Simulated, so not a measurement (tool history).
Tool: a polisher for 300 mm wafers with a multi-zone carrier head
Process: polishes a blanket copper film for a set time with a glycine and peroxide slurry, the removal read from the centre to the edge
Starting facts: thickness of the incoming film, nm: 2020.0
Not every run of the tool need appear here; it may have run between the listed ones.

run	day	flow of slurry (ml/min)	pressure of the head's centre zone	pressure of the head's middle zone	pressure of the head's edge zone	polishing time (s)	film removed at the wafer's centre (nm)	film removed at mid-radius (nm)	film removed at the wafer's edge (nm)
1	0	225	1	1	1	58	257.47	255.05	259.87
2	0.171	225	1	1	0.96	58	257	255.73	256.59
3	0.321	215	0.99	0.99	0.94	53	234.04	232.27	235.01
4	0.362	215	0.99	0.91	0.94	53	232.17	212.84	231.94
5	0.446	205	0.97	0.91	0.92	49	211.38	198.42	212.31
6	0.775	200	0.95	0.91	0.91	46	192.95	183.24	197.6
7	1.062	200	0.95	0.91	0.91	46	191.9	185.57	201.45
8	1.4	195	0.95	0.92	0.9	43	178.96	173.93	181.99
9	1.696	190	0.94	0.92	0.89	41	171.03	166.12	173
10	1.858	185	0.93	0.92	0.88	40	163.72	164.19	169.25
11	1.962	180	0.92	0.92	0.87	39	157.77	158.92	162.96
12	2.258	175	0.91	0.92	0.86	38	153.05	155.33	160.47

The next listed run, before its measurement:
13	2.421	175	0.9	0.92	0.85	37	?	?	?

film removed at the wafer's centre (nm): 147.14
film removed at mid-radius (nm): 148.36
film removed at the wafer's edge (nm): 152.75
